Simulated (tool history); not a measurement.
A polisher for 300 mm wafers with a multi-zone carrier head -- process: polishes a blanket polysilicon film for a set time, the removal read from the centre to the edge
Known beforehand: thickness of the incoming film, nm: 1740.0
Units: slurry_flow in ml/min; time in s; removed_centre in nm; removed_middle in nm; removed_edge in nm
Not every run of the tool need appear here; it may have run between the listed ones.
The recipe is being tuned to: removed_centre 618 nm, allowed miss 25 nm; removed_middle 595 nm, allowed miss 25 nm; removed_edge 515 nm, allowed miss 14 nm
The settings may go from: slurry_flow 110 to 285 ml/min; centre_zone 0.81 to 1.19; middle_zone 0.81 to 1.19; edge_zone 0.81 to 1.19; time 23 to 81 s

run,day,slurry_flow,centre_zone,middle_zone,edge_zone,time,removed_centre,removed_middle,removed_edge
1,0,180,1,1,1,52,400.73,376.54,369.05
2,0.046,205,1,1,1,52,424.77,386.69,368.6
3,0.325,205,1,1,1,44,356.4,332.67,319.38
4,0.362,205,1,1,1.06,44,354.85,332.32,321.95
5,0.396,170,1,1,1.06,44,342.95,320.71,321.57
6,0.558,125,1,1,1.06,44,322.56,299.13,303.58
7,0.633,125,1,1,1.06,44,315.24,294.05,306.16
# day 0.696: centre zone pressure recalibrated
8,0.696,145,1.02,1.03,1.07,48,345.66,339.85,340.74
9,0.954,170,1.04,1.04,1.04,52,394.19,384.63,370.98
10,1.217,190,1.06,1.05,1.03,55,413.76,423.63,397.82
11,1.462,210,1.06,1.04,1,58,453.8,443.28,417.19
12,1.729,225,1.06,1.04,0.97,60,476.5,458.69,425.89
13,1.833,240,1.06,1.04,0.95,62,486.54,482.86,444.49
14,2.188,250,1.09,1.04,0.92,64,538.53,492.31,452.12
15,2.408,255,1.1,1.05,0.92,65,539.18,503.19,465.08
16,2.754,260,1.11,1.06,0.9,66,547.89,530.37,466.56

5 next moves are on the table. One of them brings every result within its allowed miss. Which?
A,3.1,245,1.15,1.09,0.94,72,?,?,?
B,3.1,240,0.93,1.19,1.04,67,?,?,?
C,3.1,270,1.14,0.9,0.9,73,?,?,?
D,3.1,230,1.08,1.19,0.83,63,?,?,?
E,3.1,245,1.08,0.87,1.11,67,?,?,?

move,removed_centre,removed_middle,removed_edge
A,634.56,575.99,511.88
B,475.82,577.23,495.61
C,644.64,502.44,515.41
D,517.16,539.66,423.22
E,553.46,443.54,513.27
A: in spec on every target
B: its largest miss is bigger than the last run's
C: the furthest-off result lands on target, but another misses its tolerance
D: its largest miss is bigger than the last run's
E: the furthest-off result lands on target, but another misses its tolerance
Correct choice: A, which meets every target
